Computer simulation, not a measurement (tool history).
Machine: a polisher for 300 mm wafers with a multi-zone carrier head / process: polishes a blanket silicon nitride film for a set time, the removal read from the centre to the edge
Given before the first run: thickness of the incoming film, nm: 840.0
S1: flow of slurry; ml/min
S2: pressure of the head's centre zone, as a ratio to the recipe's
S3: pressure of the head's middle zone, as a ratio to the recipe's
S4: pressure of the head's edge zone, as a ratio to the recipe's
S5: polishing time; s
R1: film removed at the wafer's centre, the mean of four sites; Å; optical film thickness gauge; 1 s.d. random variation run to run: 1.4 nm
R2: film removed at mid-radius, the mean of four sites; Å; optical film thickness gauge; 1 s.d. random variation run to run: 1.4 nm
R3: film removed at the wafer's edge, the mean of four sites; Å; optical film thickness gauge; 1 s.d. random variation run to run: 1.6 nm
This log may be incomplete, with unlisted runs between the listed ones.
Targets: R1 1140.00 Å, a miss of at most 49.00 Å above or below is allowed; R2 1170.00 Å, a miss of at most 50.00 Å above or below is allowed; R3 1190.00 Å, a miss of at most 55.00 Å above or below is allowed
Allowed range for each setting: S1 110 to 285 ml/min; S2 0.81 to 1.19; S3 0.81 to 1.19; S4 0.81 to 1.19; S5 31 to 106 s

run  hour   S1    S2    S3    S4  S5       R1       R2      R3
  1   0.0  180  1.00  1.00  1.00  68   974.74   937.66  909.37
  2   4.1  185  1.00  1.00  1.02  69   981.53   973.85  944.42
  3  12.9  185  1.00  1.04  1.02  69   995.00   979.39  949.03
  4  17.8  190  1.00  1.05  1.04  70  1012.80  1013.90  947.16
  5  25.0  190  1.00  1.05  1.04  57   829.92   836.99  810.70
     26.9  -- edge zone pressure recalibrated
  6  26.9  190  1.00  1.05  0.96  57   812.70   818.33  797.21
  7  28.4  195  0.99  1.03  0.97  60   882.17   849.95  836.79
  8  34.7  200  0.97  1.02  0.99  62   885.33   865.90  885.77
  9  42.0  205  0.96  1.03  1.00  64   900.41   915.03  945.09
 10  46.8  210  0.96  1.04  1.00  65   913.40   936.96  929.03

Below are 4 possible settings for the next run. Only one of them brings all results inside the allowed miss of their targets. Which is it?
  A  51.6  230  0.81  0.96  1.10  84   ?   ?   ?
  B  51.6  255  0.89  0.92  1.04  78   ?   ?   ?
  C  51.6  270  0.91  0.96  0.94  84   ?   ?   ?
  D  51.6  185  0.87  0.96  1.08  82   ?   ?   ?

move       R1       R2       R3
   A  1000.30  1156.50  1300.80
   B  1034.40  1048.10  1185.50
   C  1147.10  1176.80  1221.10
   D  1017.70  1097.80  1232.50
A: takes the biggest miss from the last run beyond its target
B: puts the biggest miss on target and leaves a different result outside tolerance
C: every result within its allowed miss
D: puts the biggest miss on target and leaves a different result outside tolerance
Answer: C
